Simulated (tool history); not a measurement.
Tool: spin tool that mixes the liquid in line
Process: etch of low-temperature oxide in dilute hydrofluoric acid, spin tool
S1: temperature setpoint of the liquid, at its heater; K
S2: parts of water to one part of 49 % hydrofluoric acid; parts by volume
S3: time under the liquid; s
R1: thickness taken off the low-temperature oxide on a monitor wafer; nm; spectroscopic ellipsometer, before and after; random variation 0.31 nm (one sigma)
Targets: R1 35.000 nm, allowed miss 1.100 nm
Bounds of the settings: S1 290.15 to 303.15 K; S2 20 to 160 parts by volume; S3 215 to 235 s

run	hour	S1	S2	S3	R1
1	0.0	295.15	90	215	30.219
2	6.1	295.15	90	215	30.938
3	7.1	295.15	70	215	39.621
4	12.3	294.65	70	215	39.561
5	17.9	294.65	70	215	38.890
6	22.1	294.65	40	215	71.416
7	24.7	293.65	45	215	60.675
8	29.0	292.65	50	215	51.906
9	30.5	292.15	55	215	45.003
10	35.7	291.65	55	215	44.085
11	36.6	291.15	55	215	43.493
12	41.0	290.15	70	215	31.932
13	49.8	290.65	70	215	33.112
14	55.8	291.15	70	215	33.197

4 next moves are on the table. One of them brings every result within its allowed miss. Which?
A	61.8	290.15	65	215	?
B	61.8	291.15	80	220	?
C	61.8	291.15	75	215	?
D	61.8	290.15	70	215	?

move	R1
A	34.804
B	29.706
C	31.137
D	32.142
A: meets every target
B: further off than the last run
C: further off than the last run
D: further off than the last run
The right move is A.

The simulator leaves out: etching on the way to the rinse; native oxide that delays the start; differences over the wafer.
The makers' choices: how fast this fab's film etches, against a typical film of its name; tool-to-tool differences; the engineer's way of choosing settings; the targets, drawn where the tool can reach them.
